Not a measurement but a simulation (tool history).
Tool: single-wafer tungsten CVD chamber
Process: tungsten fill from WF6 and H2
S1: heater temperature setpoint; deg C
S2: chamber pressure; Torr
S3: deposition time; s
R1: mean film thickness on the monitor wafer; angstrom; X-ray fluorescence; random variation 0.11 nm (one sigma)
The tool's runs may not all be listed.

run,hour,S1,S2,S3,R1
1,0.0,370,47.4,20.7,369.97
2,2.1,375,47.4,20.7,414.25
3,6.3,373,47.4,20.7,399.16
4,14.9,371,47.4,20.7,378.89
5,19.1,371,42.1,20.7,357.94
6,23.8,371,42.1,20.7,358.12
7,26.0,370,42.1,20.7,351.75

Forecast run 8:
8,28.3,369,42.1,20.7,?

Run 8 gave R1 340.73 angstrom.
